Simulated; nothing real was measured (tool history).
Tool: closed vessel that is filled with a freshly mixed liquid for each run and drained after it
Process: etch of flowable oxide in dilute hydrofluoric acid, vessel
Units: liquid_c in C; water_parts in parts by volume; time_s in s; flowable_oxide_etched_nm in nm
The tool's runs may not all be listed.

run	hour	liquid_c	water_parts	time_s	flowable_oxide_etched_nm
1	0	26	135	125	36.376
2	2.4	24.5	135	125	34.493
3	5.8	21	135	125	30.193
4	8.9	20.5	135	125	29.152
5	11.4	20	135	125	29.2
6	13.7	20	135	130	29.564
7	17.7	19.5	135	130	29.556
8	22	18.5	140	130	27.016

Run 9 comes next. What will it give?
9	28.7	18	140	130	?

Run 9 gave flowable_oxide_etched_nm 26.347 nm.
